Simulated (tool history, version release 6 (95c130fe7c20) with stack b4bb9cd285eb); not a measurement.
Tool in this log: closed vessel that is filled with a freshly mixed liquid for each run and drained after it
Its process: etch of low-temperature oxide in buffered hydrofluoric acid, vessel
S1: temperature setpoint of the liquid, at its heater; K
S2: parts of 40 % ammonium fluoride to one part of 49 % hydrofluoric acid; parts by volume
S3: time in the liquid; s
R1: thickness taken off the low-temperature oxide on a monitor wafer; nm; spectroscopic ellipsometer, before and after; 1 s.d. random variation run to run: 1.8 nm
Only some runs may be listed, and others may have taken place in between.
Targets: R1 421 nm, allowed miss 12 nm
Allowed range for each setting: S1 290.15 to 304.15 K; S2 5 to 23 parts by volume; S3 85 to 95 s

run  hour      S1  S2  S3      R1
  1     0  296.15  14  85  339.68
  2   6.5  297.15  14  85  359.18
  3   9.3  298.15  14  85  382.59
  4  12.4  296.15  14  85  339.37
  5  15.5  293.65  14  85  298.03
  6  21.8  295.65  14  85  330.95
  7  30.3  297.15  14  85  363.24
  8  36.7  298.15  14  85  381.41
  9  38.9  298.65  14  85  391.59

Next run, 4 choices. One meets every target within its allowed miss, the rest don't. Which?
  A  41.1  300.65  15.5  90   ?
  B  41.1  300.15  17.5  95   ?
  C  41.1  296.65  14.5  85   ?
  D  41.1  296.65    13  85   ?

move      R1
   A  417.71
   B     381
   C  339.24
   D  377.59
A: every result within its allowed miss
B: further off than the last run
C: further off than the last run
D: further off than the last run
Correct choice: A, which meets every target
